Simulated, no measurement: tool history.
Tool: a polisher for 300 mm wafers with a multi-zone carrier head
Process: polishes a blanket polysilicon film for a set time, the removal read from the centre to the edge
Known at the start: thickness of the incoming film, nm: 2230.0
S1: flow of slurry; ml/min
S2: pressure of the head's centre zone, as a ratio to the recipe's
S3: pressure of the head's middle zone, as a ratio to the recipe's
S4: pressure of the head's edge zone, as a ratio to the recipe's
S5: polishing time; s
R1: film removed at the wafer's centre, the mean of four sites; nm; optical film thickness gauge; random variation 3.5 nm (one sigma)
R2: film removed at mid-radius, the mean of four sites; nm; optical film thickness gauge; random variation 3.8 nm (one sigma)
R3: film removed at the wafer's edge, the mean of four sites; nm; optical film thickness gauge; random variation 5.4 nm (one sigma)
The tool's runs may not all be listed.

run	hour	S1	S2	S3	S4	S5	R1	R2	R3
1	0.0	180	1.00	1.00	1.00	80	567.76	572.00	569.96
2	1.6	210	1.00	1.00	1.00	80	592.08	594.46	573.62
3	8.7	210	0.97	0.97	0.97	72	509.20	515.23	498.97
4	14.4	210	0.94	0.94	0.94	68	471.14	479.26	465.43
5	15.3	190	0.94	0.94	0.94	68	461.98	474.72	459.57
6	22.3	190	0.94	0.94	0.91	68	457.12	473.79	464.01
7	24.8	195	0.92	0.92	0.91	64	421.31	439.99	430.49
8	33.0	200	0.91	0.90	0.89	62	413.86	408.60	419.78

The next listed run, before its measurement:
9	39.1	200	0.91	0.90	0.87	60	?	?	?

R1: 394.77 nm
R2: 408.19 nm
R3: 407.64 nm

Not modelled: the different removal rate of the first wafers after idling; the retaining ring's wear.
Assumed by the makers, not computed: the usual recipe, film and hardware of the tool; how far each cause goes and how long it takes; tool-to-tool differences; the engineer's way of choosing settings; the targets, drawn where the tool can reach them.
